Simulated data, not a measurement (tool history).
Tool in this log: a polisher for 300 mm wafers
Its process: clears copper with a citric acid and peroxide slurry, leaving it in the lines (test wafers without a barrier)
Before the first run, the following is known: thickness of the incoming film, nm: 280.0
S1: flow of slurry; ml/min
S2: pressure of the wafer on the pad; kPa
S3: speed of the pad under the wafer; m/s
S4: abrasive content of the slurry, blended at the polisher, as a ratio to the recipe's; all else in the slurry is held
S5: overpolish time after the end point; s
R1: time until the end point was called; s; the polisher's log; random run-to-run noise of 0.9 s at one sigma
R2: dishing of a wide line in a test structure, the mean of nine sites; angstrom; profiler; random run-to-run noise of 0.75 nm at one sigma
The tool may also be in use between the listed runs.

run	hour	S1	S2	S3	S4	S5	R1	R2
1	0	260	19.3	1.22	1	16	95.192	302.52
2	7.2	260	19.3	1.22	1	19	96.463	351.08
3	11.7	260	19.3	1.08	1	19	107.59	311.1
4	19	205	19.3	1.08	1	19	105.66	306.41
5	27.7	205	19.3	0.94	1	19	122.65	270.97
6	30.9	205	19.3	0.94	1	22	124.14	311.04

Run 7, settings as shown, results not yet in. Your forecast:
7	33.1	210	24.8	1.2	1.05	24	?	?

{"run 7": {"R1": 77.936, "R2": 498.75}}

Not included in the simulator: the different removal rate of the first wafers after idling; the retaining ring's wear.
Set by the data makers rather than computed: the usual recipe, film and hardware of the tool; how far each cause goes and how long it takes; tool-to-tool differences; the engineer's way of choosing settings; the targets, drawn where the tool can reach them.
